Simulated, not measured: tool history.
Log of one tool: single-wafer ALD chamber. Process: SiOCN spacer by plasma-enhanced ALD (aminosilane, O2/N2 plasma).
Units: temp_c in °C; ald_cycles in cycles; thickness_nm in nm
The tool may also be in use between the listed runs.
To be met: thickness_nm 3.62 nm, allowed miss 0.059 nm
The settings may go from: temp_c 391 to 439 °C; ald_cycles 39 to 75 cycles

run	hour	temp_c	ald_cycles	thickness_nm
1	0	415	57	3.1967
2	7.8	420	57	3.148
3	10.4	431	57	3.0241
4	16.9	431	54	2.8639
5	23.2	428	55	2.9598
6	24.5	434	55	2.8808
7	28.6	422	61	3.3424
8	37.4	420	61	3.3701
9	40	419	61	3.3724
10	47.5	418	61	3.3918
11	51.4	418	61	3.4036
12	52.6	417	61	3.4105
13	59.6	416	61	3.4279
14	66.8	415	61	3.4266
15	72.5	403	63	3.6866

4 next moves are on the table. One of them brings every result within its allowed miss. Which?
A	78.2	402	64	?
B	78.2	391	65	?
C	78.2	410	63	?
D	78.2	411	67	?

move	thickness_nm
A	3.7695
B	3.8305
C	3.6091
D	3.8247
A: further off than the last run
B: further off than the last run
C: meets every target
D: further off than the last run
Move C is the one to make.

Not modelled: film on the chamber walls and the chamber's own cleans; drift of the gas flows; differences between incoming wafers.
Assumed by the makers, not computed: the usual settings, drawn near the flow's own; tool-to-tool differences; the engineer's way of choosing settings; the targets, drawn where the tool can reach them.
